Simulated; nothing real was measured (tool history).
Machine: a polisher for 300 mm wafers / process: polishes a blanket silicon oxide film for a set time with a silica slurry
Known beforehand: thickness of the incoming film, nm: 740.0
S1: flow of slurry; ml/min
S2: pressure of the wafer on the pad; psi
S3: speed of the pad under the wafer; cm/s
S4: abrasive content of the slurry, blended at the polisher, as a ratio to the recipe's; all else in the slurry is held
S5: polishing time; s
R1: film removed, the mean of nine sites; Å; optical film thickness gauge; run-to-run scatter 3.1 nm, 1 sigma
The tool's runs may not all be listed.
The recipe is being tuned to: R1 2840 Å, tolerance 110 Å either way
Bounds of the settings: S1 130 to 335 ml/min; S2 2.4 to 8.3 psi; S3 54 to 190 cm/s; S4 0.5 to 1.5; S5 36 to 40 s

| run | hour | S1 | S2 | S3 | S4 | S5 | R1 |
|---|---|---|---|---|---|---|---|
| 1 | 0 | 215 | 5.3 | 122 | 1 | 40 | 2002.2 |
| 2 | 5.5 | 215 | 5.7 | 122 | 1 | 40 | 2088.9 |
| 3 | 10 | 215 | 5.7 | 122 | 1 | 36 | 1912.8 |
| 4 | 17.2 | 215 | 6.2 | 124 | 1 | 36 | 2099.1 |
| 5 | 26.1 | 215 | 4.9 | 124 | 1 | 36 | 1705.4 |
| 6 | 29.1 | 215 | 4.9 | 124 | 1 | 40 | 1863.1 |
| 7 | 37.9 | 215 | 5.4 | 124 | 1 | 40 | 2092.3 |
| 8 | 39.8 | 215 | 5.8 | 124 | 1 | 40 | 2175.5 |
| 9 | 42 | 215 | 6.1 | 124 | 1 | 40 | 2274.1 |
| 10 | 50.2 | 215 | 6.4 | 124 | 1 | 40 | 2436.7 |
| 11 | 51.7 | 215 | 6.6 | 124 | 1 | 40 | 2424.1 |
| 12 | 56.1 | 215 | 6.8 | 124 | 1 | 40 | 2493.4 |
| 13 | 59.3 | 215 | 7 | 124 | 1 | 40 | 2643.7 |
| 14 | 67.5 | 215 | 7.1 | 124 | 1 | 40 | 2683.3 |

Of the 5 settings listed for the next run, only one would bring every result within its allowed miss of target. Which one?
| A | 75.7 | 195 | 8.3 | 114 | 1.05 | 39 | ? |
| B | 75.7 | 245 | 8.2 | 130 | 0.75 | 39 | ? |
| C | 75.7 | 245 | 6.2 | 128 | 1.05 | 40 | ? |
| D | 75.7 | 195 | 7.3 | 132 | 0.95 | 37 | ? |
| E | 75.7 | 235 | 7.4 | 122 | 0.9 | 40 | ? |

| move | R1 |
|---|---|
| A | 2806.9 |
| B | 2565.6 |
| C | 2492.3 |
| D | 2512.4 |
| E | 2563.7 |
A: hits every target within its allowed miss
B: its largest miss is bigger than the last run's
C: its largest miss is bigger than the last run's
D: its largest miss is bigger than the last run's
E: its largest miss is bigger than the last run's
So the answer is move A, the one that meets all the targets.
